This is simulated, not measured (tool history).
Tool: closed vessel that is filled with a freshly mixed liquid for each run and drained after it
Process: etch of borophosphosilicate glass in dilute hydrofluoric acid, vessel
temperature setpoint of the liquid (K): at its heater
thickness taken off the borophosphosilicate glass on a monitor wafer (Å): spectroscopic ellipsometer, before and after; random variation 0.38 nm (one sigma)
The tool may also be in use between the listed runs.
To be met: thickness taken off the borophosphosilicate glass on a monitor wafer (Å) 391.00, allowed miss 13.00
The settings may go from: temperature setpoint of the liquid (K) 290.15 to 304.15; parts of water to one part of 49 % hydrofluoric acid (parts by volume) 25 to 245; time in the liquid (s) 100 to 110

run	hour	temperature setpoint of the liquid (K)	parts of water to one part of 49 % hydrofluoric acid (parts by volume)	time in the liquid (s)	thickness taken off the borophosphosilicate glass on a monitor wafer (Å)
1	0.0	296.15	135	100	260.09
2	6.6	297.65	135	100	279.68
3	15.4	298.65	135	100	287.19
4	16.9	301.15	135	100	316.63
5	20.3	301.15	135	100	313.84
6	28.9	301.65	130	100	337.30
7	35.3	302.15	130	100	341.71
8	40.2	302.65	130	100	349.17

5 next moves are on the table. One of them brings every result within its allowed miss. Which?
A	45.1	300.15	120	100	?
B	45.1	302.15	135	110	?
C	45.1	302.15	130	105	?
D	45.1	303.65	125	110	?
E	45.1	301.65	125	110	?

move	thickness taken off the borophosphosilicate glass on a monitor wafer (Å)
A	350.01
B	361.69
C	360.89
D	418.26
E	388.52
A: as far off as the last run
B: nearer than the last run, and not there yet
C: nearer than the last run, and not there yet
D: takes the result that was furthest off past its target
E: meets every target
Move E is the one to make.

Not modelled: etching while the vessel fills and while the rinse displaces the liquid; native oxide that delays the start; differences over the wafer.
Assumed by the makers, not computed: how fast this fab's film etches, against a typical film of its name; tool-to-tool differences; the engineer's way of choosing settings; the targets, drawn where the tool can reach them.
